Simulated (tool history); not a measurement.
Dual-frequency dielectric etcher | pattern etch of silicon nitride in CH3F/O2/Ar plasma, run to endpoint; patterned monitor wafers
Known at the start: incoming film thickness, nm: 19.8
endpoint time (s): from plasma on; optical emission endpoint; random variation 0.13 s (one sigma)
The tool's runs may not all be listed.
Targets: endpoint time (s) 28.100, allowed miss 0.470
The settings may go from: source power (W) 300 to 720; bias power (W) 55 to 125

run 1 hour=0.0 | source_power_(W)=510 bias_power_(W)=90 | endpoint_time_(s)=22.739
run 2 hour=5.8 | source_power_(W)=570 bias_power_(W)=90 | endpoint_time_(s)=21.582
run 3 hour=11.5 | source_power_(W)=510 bias_power_(W)=87 | endpoint_time_(s)=23.273
run 4 hour=19.2 | source_power_(W)=460 bias_power_(W)=86 | endpoint_time_(s)=24.675
run 5 hour=20.1 | source_power_(W)=460 bias_power_(W)=76 | endpoint_time_(s)=25.467
run 6 hour=24.3 | source_power_(W)=440 bias_power_(W)=76 | endpoint_time_(s)=26.451
run 7 hour=27.4 | source_power_(W)=430 bias_power_(W)=76 | endpoint_time_(s)=26.608
run 8 hour=31.9 | source_power_(W)=350 bias_power_(W)=74 | endpoint_time_(s)=31.579
run 9 hour=34.2 | source_power_(W)=370 bias_power_(W)=74 | endpoint_time_(s)=29.932
run 10 hour=35.4 | source_power_(W)=380 bias_power_(W)=74 | endpoint_time_(s)=29.605
run 11 hour=39.7 | source_power_(W)=390 bias_power_(W)=74 | endpoint_time_(s)=28.981

5 next moves are on the table. One of them brings every result within its allowed miss. Which?
run A hour=44.0 | source_power_(W)=450 bias_power_(W)=68 | endpoint_time_(s)=?
run B hour=44.0 | source_power_(W)=420 bias_power_(W)=68 | endpoint_time_(s)=?
run C hour=44.0 | source_power_(W)=380 bias_power_(W)=93 | endpoint_time_(s)=?
run D hour=44.0 | source_power_(W)=420 bias_power_(W)=82 | endpoint_time_(s)=?
run E hour=44.0 | source_power_(W)=380 bias_power_(W)=75 | endpoint_time_(s)=?

move=A endpoint_time_(s)=26.699
move=B endpoint_time_(s)=27.963
move=C endpoint_time_(s)=27.109
move=D endpoint_time_(s)=26.346
move=E endpoint_time_(s)=29.117
A: takes the result that was furthest off past its target
B: meets every target
C: takes the result that was furthest off past its target
D: takes the result that was furthest off past its target
E: further off than the last run
Answer: B

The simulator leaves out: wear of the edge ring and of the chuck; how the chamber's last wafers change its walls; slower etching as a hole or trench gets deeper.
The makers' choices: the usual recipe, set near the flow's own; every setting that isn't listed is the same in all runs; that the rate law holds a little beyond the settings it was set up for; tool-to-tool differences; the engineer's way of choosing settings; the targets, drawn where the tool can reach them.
